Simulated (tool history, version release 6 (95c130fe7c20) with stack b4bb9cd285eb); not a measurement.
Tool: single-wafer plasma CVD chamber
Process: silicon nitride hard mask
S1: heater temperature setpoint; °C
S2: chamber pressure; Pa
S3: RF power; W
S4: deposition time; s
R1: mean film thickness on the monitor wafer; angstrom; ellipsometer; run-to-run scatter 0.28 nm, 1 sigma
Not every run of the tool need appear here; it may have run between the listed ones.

run 1 hour=0.0 | S1=385 S2=259 S3=295 S4=60.9 | R1=746.01
run 2 hour=3.7 | S1=385 S2=259 S3=265 S4=60.9 | R1=679.25
run 3 hour=7.1 | S1=385 S2=259 S3=295 S4=60.9 | R1=749.49
run 4 hour=9.6 | S1=385 S2=259 S3=295 S4=62.7 | R1=769.28
run 5 hour=11.4 | S1=385 S2=243 S3=270 S4=62.3 | R1=689.49
run 6 hour=15.8 | S1=376 S2=243 S3=270 S4=62.3 | R1=698.13
run 7 hour=22.2 | S1=376 S2=223 S3=260 S4=62.1 | R1=649.66
run 8 hour=29.6 | S1=376 S2=207 S3=255 S4=62.0 | R1=617.49

Predict the results of run 9:
run 9 hour=31.8 | S1=376 S2=196 S3=255 S4=62.0 | R1=?

{"run 9": {"R1": 603.92}}

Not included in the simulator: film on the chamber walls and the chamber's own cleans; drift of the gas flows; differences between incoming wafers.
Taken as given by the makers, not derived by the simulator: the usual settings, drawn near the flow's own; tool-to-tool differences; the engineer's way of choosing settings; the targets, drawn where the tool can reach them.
